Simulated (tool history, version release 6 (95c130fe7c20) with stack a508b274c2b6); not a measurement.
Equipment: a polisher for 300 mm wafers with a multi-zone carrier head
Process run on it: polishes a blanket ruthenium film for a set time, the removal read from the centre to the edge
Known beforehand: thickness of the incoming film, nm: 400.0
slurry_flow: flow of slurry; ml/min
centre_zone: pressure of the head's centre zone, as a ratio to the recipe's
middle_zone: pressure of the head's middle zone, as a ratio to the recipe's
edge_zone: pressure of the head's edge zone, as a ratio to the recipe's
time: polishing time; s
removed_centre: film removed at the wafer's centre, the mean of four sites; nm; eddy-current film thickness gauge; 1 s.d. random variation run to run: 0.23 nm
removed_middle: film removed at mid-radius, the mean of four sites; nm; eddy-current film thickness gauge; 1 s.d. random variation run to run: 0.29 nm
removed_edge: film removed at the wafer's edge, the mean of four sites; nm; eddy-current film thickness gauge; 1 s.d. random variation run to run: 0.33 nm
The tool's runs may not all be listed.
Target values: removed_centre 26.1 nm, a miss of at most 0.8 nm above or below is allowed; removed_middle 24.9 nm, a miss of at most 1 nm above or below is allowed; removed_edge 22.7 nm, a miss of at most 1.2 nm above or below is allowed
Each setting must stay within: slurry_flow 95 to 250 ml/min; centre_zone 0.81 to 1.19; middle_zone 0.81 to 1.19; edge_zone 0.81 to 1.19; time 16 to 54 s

run,hour,slurry_flow,centre_zone,middle_zone,edge_zone,time,removed_centre,removed_middle,removed_edge
1,0,160,1,1,1,35,21.351,21.702,20.84
2,0.9,160,1,1,0.93,35,21.5,21.64,21.463
3,2.5,120,1,1,0.93,35,19.84,20.517,19.757
4,4.5,155,1.03,1.03,0.93,35,22.318,22.069,20.513
5,6.1,175,1.03,1.04,0.93,35,22.849,22.129,20.915
6,7.4,210,1.03,1.04,0.93,35,23.359,22.947,21.875
7,8.1,215,1.04,1.06,0.93,35,23.64,23.817,20.667
8,11.8,220,1.05,1.05,0.93,36,24.943,24.105,22.056
9,18.8,225,1.05,1.05,0.93,36,24.93,24.554,22.361

Consider the 4 candidate settings below. Which is the only one whose results all fall within their allowed miss of target?
A,25.8,245,1,1.09,0.95,35,?,?,?
B,25.8,235,1.08,1.19,0.99,32,?,?,?
C,25.8,225,1.07,1.06,1,37,?,?,?
D,25.8,250,0.99,1.08,0.94,35,?,?,?

move,removed_centre,removed_middle,removed_edge
A,23.541,24.685,22.263
B,23.14,24.203,20.464
C,26.316,25.195,23.664
D,23.365,24.553,22.248
A: further off than the last run
B: further off than the last run
C: every result lands within tolerance
D: further off than the last run
Answer: C

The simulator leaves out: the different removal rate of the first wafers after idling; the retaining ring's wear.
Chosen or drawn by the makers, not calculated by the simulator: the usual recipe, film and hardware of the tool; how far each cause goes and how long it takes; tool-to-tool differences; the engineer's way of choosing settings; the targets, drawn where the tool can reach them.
